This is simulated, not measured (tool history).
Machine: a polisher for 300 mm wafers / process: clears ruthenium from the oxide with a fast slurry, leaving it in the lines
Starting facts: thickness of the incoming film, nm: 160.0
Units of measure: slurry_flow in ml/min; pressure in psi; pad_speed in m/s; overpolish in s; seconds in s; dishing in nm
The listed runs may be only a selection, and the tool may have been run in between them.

| run | hour | slurry_flow | pressure | pad_speed | slurry_solids | overpolish | seconds | dishing |
|---|---|---|---|---|---|---|---|---|
| 1 | 0.0 | 170 | 2.3 | 1.22 | 1.0 | 27 | 30.438 | 90.290 |
| 2 | 8.7 | 200 | 2.3 | 1.22 | 1.0 | 27 | 28.562 | 90.435 |
| 3 | 17.5 | 200 | 2.3 | 1.32 | 1.0 | 27 | 27.079 | 98.220 |
| 4 | 24.3 | 230 | 2.3 | 1.32 | 1.0 | 27 | 26.810 | 97.500 |
| 5 | 32.2 | 230 | 1.9 | 1.26 | 1.0 | 29 | 33.195 | 91.854 |
| 6 | 33.2 | 230 | 1.9 | 1.26 | 1.2 | 29 | 30.190 | 92.532 |
| 7 | 35.8 | 230 | 1.6 | 1.18 | 1.2 | 30 | 38.446 | 79.975 |
| 8 | 37.0 | 225 | 1.4 | 1.16 | 1.2 | 31 | 44.539 | 75.740 |
| 9 | 45.8 | 210 | 1.3 | 1.16 | 1.2 | 32 | 48.271 | 73.917 |
| 10 | 50.8 | 200 | 1.3 | 1.16 | 1.2 | 32 | 47.613 | 73.118 |
| 11 | 52.5 | 195 | 1.2 | 1.16 | 1.2 | 33 | 52.165 | 71.076 |
| 12 | 55.0 | 190 | 1.2 | 1.16 | 1.2 | 33 | 51.682 | 71.376 |
| 13 | 58.3 | 190 | 1.2 | 1.16 | 1.2 | 33 | 51.575 | 72.033 |

Run 14 is up next; what results do you expect?
| 14 | 63.8 | 185 | 1.2 | 1.16 | 1.2 | 33 | ? | ? |

{"run 14": {"seconds": 50.76, "dishing": 71.754}}
